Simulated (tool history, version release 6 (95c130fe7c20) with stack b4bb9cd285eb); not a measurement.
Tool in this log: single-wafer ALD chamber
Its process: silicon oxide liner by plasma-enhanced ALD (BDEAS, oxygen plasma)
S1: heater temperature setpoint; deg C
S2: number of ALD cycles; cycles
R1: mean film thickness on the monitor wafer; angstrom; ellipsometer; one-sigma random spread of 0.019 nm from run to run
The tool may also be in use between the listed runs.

run 1 hour=0 | S1=315 S2=84 | R1=80.343
run 2 hour=1.9 | S1=309 S2=84 | R1=81.774
run 3 hour=5 | S1=309 S2=73 | R1=71.226
run 4 hour=12.5 | S1=300 S2=73 | R1=71.544
run 5 hour=18.8 | S1=294 S2=73 | R1=73.338
run 6 hour=27.3 | S1=296 S2=71 | R1=70.473

Run 7 comes next. What will it give?
run 7 hour=29.9 | S1=296 S2=70 | R1=?

Logged for run 7: R1 69.925 angstrom.
